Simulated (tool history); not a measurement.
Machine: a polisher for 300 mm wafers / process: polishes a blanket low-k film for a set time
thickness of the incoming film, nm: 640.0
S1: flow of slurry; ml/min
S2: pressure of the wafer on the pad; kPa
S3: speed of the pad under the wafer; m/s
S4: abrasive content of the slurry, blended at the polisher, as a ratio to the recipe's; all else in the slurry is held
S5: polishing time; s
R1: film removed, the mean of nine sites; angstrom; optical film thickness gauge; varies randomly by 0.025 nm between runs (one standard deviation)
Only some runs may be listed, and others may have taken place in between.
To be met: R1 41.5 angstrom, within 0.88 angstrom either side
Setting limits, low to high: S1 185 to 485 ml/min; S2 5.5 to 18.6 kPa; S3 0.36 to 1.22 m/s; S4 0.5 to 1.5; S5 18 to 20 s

| run | hour | S1 | S2 | S3 | S4 | S5 | R1 |
|---|---|---|---|---|---|---|---|
| 1 | 0 | 310 | 11.7 | 0.78 | 1 | 20 | 52.005 |
| 2 | 2 | 305 | 11 | 0.78 | 1 | 20 | 49.267 |
| 3 | 2.9 | 305 | 11.7 | 0.78 | 1 | 20 | 52.046 |
| 4 | 9 | 300 | 11 | 0.78 | 1 | 20 | 49.53 |
| 5 | 15.5 | 300 | 11 | 0.78 | 1.1 | 20 | 50.402 |
| 6 | 18.2 | 340 | 11 | 0.78 | 1.1 | 20 | 51.732 |
| 7 | 25.1 | 325 | 10.3 | 0.78 | 1.1 | 20 | 47.856 |
| 8 | 33 | 320 | 9.7 | 0.78 | 1.1 | 20 | 44.855 |
| 9 | 39.1 | 310 | 9.7 | 0.78 | 1.1 | 20 | 44.823 |
| 10 | 39.7 | 300 | 9.7 | 0.78 | 1.1 | 20 | 44.483 |
| 11 | 48.4 | 290 | 9.7 | 0.78 | 1.1 | 20 | 44.679 |
| 12 | 55.9 | 285 | 9.7 | 0.78 | 1.1 | 20 | 45.071 |

Which single option among these 5 for the next run brings every result within its allowed miss of target? Just one does.
| A | 63.4 | 235 | 11 | 0.74 | 0.9 | 19 | ? |
| B | 63.4 | 200 | 9.7 | 0.78 | 1.05 | 18 | ? |
| C | 63.4 | 275 | 9.7 | 0.88 | 1.2 | 20 | ? |
| D | 63.4 | 310 | 11 | 0.76 | 1.2 | 19 | ? |
| E | 63.4 | 275 | 11 | 0.78 | 1.05 | 20 | ? |

| move | R1 |
|---|---|
| A | 41.767 |
| B | 37.532 |
| C | 50.298 |
| D | 48.946 |
| E | 49.52 |
A: in spec on every target
B: takes the result that was furthest off past its target
C: its largest miss is bigger than the last run's
D: its largest miss is bigger than the last run's
E: its largest miss is bigger than the last run's
So the answer is move A, the one that meets all the targets.
